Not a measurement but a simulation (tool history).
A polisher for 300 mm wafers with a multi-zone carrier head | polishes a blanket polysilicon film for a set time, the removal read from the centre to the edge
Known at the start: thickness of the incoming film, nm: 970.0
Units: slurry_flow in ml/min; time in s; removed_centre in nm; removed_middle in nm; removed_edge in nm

{"run": 1, "day": 0.0, "slurry_flow": 300, "centre_zone": 1, "middle_zone": 1, "edge_zone": 1, "time": 52, "removed_centre": 348.36, "removed_middle": 330.12, "removed_edge": 341.86}
{"run": 2, "day": 0.333, "slurry_flow": 300, "centre_zone": 1, "middle_zone": 1, "edge_zone": 1.06, "time": 52, "removed_centre": 347.38, "removed_middle": 329.31, "removed_edge": 346.64}
{"run": 3, "day": 0.521, "slurry_flow": 300, "centre_zone": 1, "middle_zone": 1.02, "edge_zone": 1.07, "time": 56, "removed_centre": 364.44, "removed_middle": 366.69, "removed_edge": 372.22}
{"run": 4, "day": 0.688, "slurry_flow": 300, "centre_zone": 0.94, "middle_zone": 1.02, "edge_zone": 1.07, "time": 56, "removed_centre": 346.48, "removed_middle": 368.71, "removed_edge": 382.87}
{"run": 5, "day": 1.042, "slurry_flow": 300, "centre_zone": 0.94, "middle_zone": 1.1, "edge_zone": 1.07, "time": 56, "removed_centre": 340.97, "removed_middle": 388.41, "removed_edge": 364.53}
{"run": 6, "day": 1.125, "slurry_flow": 300, "centre_zone": 0.94, "middle_zone": 1.18, "edge_zone": 1.07, "time": 56, "removed_centre": 348.6, "removed_middle": 411.2, "removed_edge": 376.89}
{"run": 7, "day": 1.167, "slurry_flow": 300, "centre_zone": 0.94, "middle_zone": 1.18, "edge_zone": 1.07, "time": 56, "removed_centre": 347.22, "removed_middle": 412.57, "removed_edge": 376.47}
{"run": 8, "day": 1.429, "slurry_flow": 300, "centre_zone": 0.97, "middle_zone": 1.16, "edge_zone": 1.1, "time": 58, "removed_centre": 369.39, "removed_middle": 425.98, "removed_edge": 394.67}

Run 9 comes next. What will it give?
{"run": 9, "day": 1.5, "slurry_flow": 305, "centre_zone": 1, "middle_zone": 1.13, "edge_zone": 1.12, "time": 60, "removed_centre": "?", "removed_middle": "?", "removed_edge": "?"}

Run 9 gave removed_centre 399.06 nm, removed_middle 416.54 nm, removed_edge 418.43 nm.
